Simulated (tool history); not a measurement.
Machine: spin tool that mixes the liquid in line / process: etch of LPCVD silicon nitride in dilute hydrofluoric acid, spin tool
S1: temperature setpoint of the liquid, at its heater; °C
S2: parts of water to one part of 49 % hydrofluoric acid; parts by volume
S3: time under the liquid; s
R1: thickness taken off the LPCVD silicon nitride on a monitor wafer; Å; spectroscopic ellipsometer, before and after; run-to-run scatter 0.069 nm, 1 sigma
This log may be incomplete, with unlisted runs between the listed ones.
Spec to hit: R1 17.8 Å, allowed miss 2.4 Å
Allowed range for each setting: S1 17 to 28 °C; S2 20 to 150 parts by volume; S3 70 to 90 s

| run | hour | S1 | S2 | S3 | R1 |
|---|---|---|---|---|---|
| 1 | 0 | 20 | 85 | 90 | 4.3646 |
| 2 | 1.8 | 23 | 85 | 90 | 5.2973 |
| 3 | 8.3 | 23 | 85 | 70 | 3.9681 |
| 4 | 17 | 23 | 70 | 70 | 4.9411 |
| 5 | 18.5 | 23 | 95 | 70 | 3.576 |
| 6 | 20.9 | 20.5 | 95 | 70 | 3.0873 |
| 7 | 28.8 | 21.5 | 85 | 75 | 3.8847 |
| 8 | 34.4 | 22.5 | 75 | 75 | 4.9274 |
| 9 | 42.4 | 23.5 | 65 | 75 | 6.0949 |
| 10 | 48 | 23.5 | 65 | 75 | 5.6851 |
| 11 | 50.1 | 24 | 60 | 75 | 6.4371 |
| 12 | 57.8 | 28 | 30 | 90 | 19.299 |

Pick the move, out of 4, that brings all results within their allowed miss; only one does.
| A | 65.5 | 27.5 | 20 | 85 | ? |
| B | 65.5 | 28 | 35 | 90 | ? |
| C | 65.5 | 28 | 35 | 70 | ? |
| D | 65.5 | 28 | 25 | 90 | ? |

| move | R1 |
|---|---|
| A | 25.213 |
| B | 16.072 |
| C | 12.5 |
| D | 22.28 |
A: moves away from the targets compared with the last run
B: each result inside its tolerance
C: takes the result that was furthest off past its target
D: moves away from the targets compared with the last run
The move that meets every target is B.
